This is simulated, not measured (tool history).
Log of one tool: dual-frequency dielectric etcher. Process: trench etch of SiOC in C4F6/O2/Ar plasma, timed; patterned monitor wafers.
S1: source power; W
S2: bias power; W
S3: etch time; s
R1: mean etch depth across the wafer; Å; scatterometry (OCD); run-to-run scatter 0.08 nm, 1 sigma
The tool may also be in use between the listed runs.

run    day   S1   S2   S3      R1
  1  0.000  320  246  9.0  181.28
  2  0.283  320  211  9.0  169.16
  3  0.650  320  211  9.0  169.82
  4  0.729  320  230  9.0  174.96
  5  0.850  320  230  8.5  166.06
  6  1.021  290  226  8.5  159.90
  7  1.392  270  224  8.5  154.25

Run 8 has not been measured yet. What should we expect?
  8  1.492  260  223  8.5   ?

Run 8 measured R1 149.40 Å.
